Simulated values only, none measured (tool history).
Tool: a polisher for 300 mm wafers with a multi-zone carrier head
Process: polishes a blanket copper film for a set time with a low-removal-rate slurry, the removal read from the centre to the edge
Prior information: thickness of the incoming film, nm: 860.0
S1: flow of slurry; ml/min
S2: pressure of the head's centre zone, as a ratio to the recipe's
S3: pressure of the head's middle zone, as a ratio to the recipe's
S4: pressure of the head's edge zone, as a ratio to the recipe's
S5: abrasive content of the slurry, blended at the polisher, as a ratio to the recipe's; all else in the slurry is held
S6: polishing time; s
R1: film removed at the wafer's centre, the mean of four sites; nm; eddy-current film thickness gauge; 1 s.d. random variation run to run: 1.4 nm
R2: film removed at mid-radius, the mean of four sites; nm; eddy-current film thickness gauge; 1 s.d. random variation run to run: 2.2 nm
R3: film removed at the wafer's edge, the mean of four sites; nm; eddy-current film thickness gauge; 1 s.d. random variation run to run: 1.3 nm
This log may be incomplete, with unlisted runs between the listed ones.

Run 1, day 0: S1 225 ml/min, S2 1, S3 1, S4 1, S5 1, S6 62 s. Result: R1 192.62 nm, R2 190.3 nm, R3 190.33 nm.
Run 2, day 0.371: S1 225 ml/min, S2 0.95, S3 1, S4 1, S5 1, S6 62 s. Result: R1 187.37 nm, R2 193.8 nm, R3 190.91 nm.
Run 3, day 0.679: S1 225 ml/min, S2 0.95, S3 1, S4 1, S5 1, S6 56 s. Result: R1 165.41 nm, R2 175.24 nm, R3 173.18 nm.
Run 4, day 0.871: S1 225 ml/min, S2 0.95, S3 1, S4 1, S5 1, S6 44 s. Result: R1 130.24 nm, R2 133.89 nm, R3 135.33 nm.
Run 5, day 1.188: S1 225 ml/min, S2 0.95, S3 1.05, S4 1, S5 1, S6 44 s. Result: R1 129.8 nm, R2 139.3 nm, R3 134.81 nm.
Run 6, day 1.217: S1 225 ml/min, S2 0.95, S3 1.05, S4 1, S5 0.85, S6 44 s. Result: R1 124.22 nm, R2 138.16 nm, R3 129.94 nm.
Run 7, day 1.333: S1 230 ml/min, S2 0.95, S3 1.05, S4 1.02, S5 0.95, S6 45 s. Result: R1 133.87 nm, R2 141.99 nm, R3 138.49 nm.
Run 8, day 1.458: S1 235 ml/min, S2 0.94, S3 1.06, S4 1.04, S5 1, S6 46 s. Result: R1 135.64 nm, R2 149.46 nm, R3 146.53 nm.
Run 9, day 1.821: S1 245 ml/min, S2 0.95, S3 1.07, S4 1.06, S5 1.05, S6 46 s. Result: R1 137.98 nm, R2 152.78 nm, R3 148.9 nm.
Run 10, day 2.083: S1 250 ml/min, S2 0.95, S3 1.07, S4 1.07, S5 1.1, S6 47 s. Result: R1 144.94 nm, R2 161.56 nm, R3 157.46 nm.
Run 11, day 2.388: S1 260 ml/min, S2 0.95, S3 1.07, S4 1.08, S5 1.15, S6 47 s. Result: R1 148.71 nm, R2 161.33 nm, R3 160.67 nm.
Run 12, day 2.496: S1 265 ml/min, S2 0.95, S3 1.07, S4 1.09, S5 1.2, S6 47 s. Result: R1 151.7 nm, R2 165.39 nm, R3 162.75 nm.
Run 13, day 2.871: S1 270 ml/min, S2 0.95, S3 1.07, S4 1.1, S5 1.25, S6 47 s. Result: R1 152.94 nm, R2 164.91 nm, R3 164.38 nm.
Run 14, day 3.208: S1 270 ml/min, S2 0.95, S3 1.07, S4 1.11, S5 1.3, S6 48 s. Result: R1 157.28 nm, R2 170.87 nm, R3 170.74 nm.
Run 15, day 3.458: S1 275 ml/min, S2 0.95, S3 1.07, S4 1.12, S5 1.3, S6 48 s. Result: R1 158.42 nm, R2 173.78 nm, R3 170.81 nm.
Run 16, day 3.65: S1 275 ml/min, S2 0.94, S3 1.06, S4 1.13, S5 1.3, S6 49 s. Result: R1 160.69 nm, R2 169.19 nm, R3 176.07 nm.
Run 17, day 3.954: S1 280 ml/min, S2 0.94, S3 1.06, S4 1.14, S5 1.3, S6 49 s. Result: R1 159.8 nm, R2 175.24 nm, R3 178 nm.

For run 18, what comes out?
Run 18, day 4.158: S1 285 ml/min, S2 0.94, S3 1.06, S4 1.15, S5 1.3, S6 49 s. Result: R1 ?, R2 ?, R3 ?.

{"run 18": {"R1": 161.2, "R2": 175.43, "R3": 178.06}}
